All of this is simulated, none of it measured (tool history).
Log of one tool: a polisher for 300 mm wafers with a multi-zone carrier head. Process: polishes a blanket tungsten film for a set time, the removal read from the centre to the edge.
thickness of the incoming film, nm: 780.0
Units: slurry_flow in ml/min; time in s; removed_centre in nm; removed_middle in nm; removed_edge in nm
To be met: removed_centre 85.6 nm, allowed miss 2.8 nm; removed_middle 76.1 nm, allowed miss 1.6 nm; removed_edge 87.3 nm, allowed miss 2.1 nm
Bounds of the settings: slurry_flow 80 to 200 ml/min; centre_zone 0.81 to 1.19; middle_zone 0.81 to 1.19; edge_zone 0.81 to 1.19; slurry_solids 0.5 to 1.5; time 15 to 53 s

Run 1, hour 0: slurry_flow 130 ml/min, centre_zone 1, middle_zone 1, edge_zone 1, slurry_solids 1, time 34 s. Result: removed_centre 185.94 nm, removed_middle 186.75 nm, removed_edge 192.98 nm.
Run 2, hour 1.1: slurry_flow 115 ml/min, centre_zone 1, middle_zone 1, edge_zone 1, slurry_solids 1, time 34 s. Result: removed_centre 181.27 nm, removed_middle 181.15 nm, removed_edge 189.04 nm.
Run 3, hour 2.4: slurry_flow 115 ml/min, centre_zone 1, middle_zone 0.95, edge_zone 1, slurry_solids 1, time 34 s. Result: removed_centre 177.62 nm, removed_middle 171.99 nm, removed_edge 186.66 nm.
Run 4, hour 4.3: slurry_flow 115 ml/min, centre_zone 1, middle_zone 0.95, edge_zone 1, slurry_solids 1.15, time 34 s. Result: removed_centre 181.99 nm, removed_middle 177 nm, removed_edge 191 nm.
Run 5, hour 4.8: slurry_flow 115 ml/min, centre_zone 1, middle_zone 0.95, edge_zone 1.06, slurry_solids 1.15, time 34 s. Result: removed_centre 183.53 nm, removed_middle 175.3 nm, removed_edge 197.1 nm.
Run 6, hour 13.7: slurry_flow 115 ml/min, centre_zone 1, middle_zone 0.95, edge_zone 1.06, slurry_solids 1.25, time 34 s. Result: removed_centre 184.75 nm, removed_middle 176.05 nm, removed_edge 199.14 nm.
Run 7, hour 22.5: slurry_flow 110 ml/min, centre_zone 1, middle_zone 0.92, edge_zone 1.03, slurry_solids 1.1, time 30 s. Result: removed_centre 156.13 nm, removed_middle 148.44 nm, removed_edge 169.53 nm.
Run 8, hour 23.1: slurry_flow 105 ml/min, centre_zone 1.01, middle_zone 0.9, edge_zone 0.99, slurry_solids 1, time 27 s. Result: removed_centre 136.26 nm, removed_middle 128.71 nm, removed_edge 144.94 nm.
Run 9, hour 30.8: slurry_flow 105 ml/min, centre_zone 1.01, middle_zone 0.9, edge_zone 0.99, slurry_solids 1, time 27 s. Result: removed_centre 140.16 nm, removed_middle 127.86 nm, removed_edge 145.6 nm.
Run 10, hour 33.8: slurry_flow 85 ml/min, centre_zone 0.97, middle_zone 0.81, edge_zone 0.89, slurry_solids 0.75, time 17 s. Result: removed_centre 73.862 nm, removed_middle 65.517 nm, removed_edge 80.252 nm.
Run 11, hour 42.8: slurry_flow 95 ml/min, centre_zone 0.97, middle_zone 0.81, edge_zone 0.89, slurry_solids 0.75, time 17 s. Result: removed_centre 79.109 nm, removed_middle 68.562 nm, removed_edge 83.433 nm.
Run 12, hour 50.5: slurry_flow 100 ml/min, centre_zone 0.97, middle_zone 0.82, edge_zone 0.89, slurry_solids 0.75, time 17 s. Result: removed_centre 78.707 nm, removed_middle 70.275 nm, removed_edge 83.273 nm.
Run 13, hour 52.3: slurry_flow 105 ml/min, centre_zone 0.97, middle_zone 0.82, edge_zone 0.89, slurry_solids 0.75, time 17 s. Result: removed_centre 82.052 nm, removed_middle 71.39 nm, removed_edge 84.838 nm.
Run 14, hour 60.8: slurry_flow 110 ml/min, centre_zone 0.97, middle_zone 0.82, edge_zone 0.89, slurry_solids 0.75, time 17 s. Result: removed_centre 82.296 nm, removed_middle 72.725 nm, removed_edge 86.101 nm.

Which of these 4 next moves meets every target?
Run A, hour 69.3: slurry_flow 130 ml/min, centre_zone 0.95, middle_zone 0.82, edge_zone 0.85, slurry_solids 0.5, time 18 s. Result: removed_centre ?, removed_middle ?, removed_edge ?.
Run B, hour 69.3: slurry_flow 90 ml/min, centre_zone 0.91, middle_zone 0.81, edge_zone 0.86, slurry_solids 0.85, time 19 s. Result: removed_centre ?, removed_middle ?, removed_edge ?.
Run C, hour 69.3: slurry_flow 110 ml/min, centre_zone 0.98, middle_zone 0.92, edge_zone 0.89, slurry_solids 0.75, time 17 s. Result: removed_centre ?, removed_middle ?, removed_edge ?.
Run D, hour 69.3: slurry_flow 100 ml/min, centre_zone 0.99, middle_zone 0.81, edge_zone 0.94, slurry_solids 0.8, time 17 s. Result: removed_centre ?, removed_middle ?, removed_edge ?.

move  removed_centre  removed_middle  removed_edge
   A          85.586          76.921        88.366
   B          81.408          76.529        92.392
   C          82.708          79.913        86.045
   D           81.29          70.435        87.027
A: meets every target
B: brings the result that was furthest off to its target, and leaves another outside
C: takes the result that was furthest off past its target
D: further off than the last run
Move A is the one to make.

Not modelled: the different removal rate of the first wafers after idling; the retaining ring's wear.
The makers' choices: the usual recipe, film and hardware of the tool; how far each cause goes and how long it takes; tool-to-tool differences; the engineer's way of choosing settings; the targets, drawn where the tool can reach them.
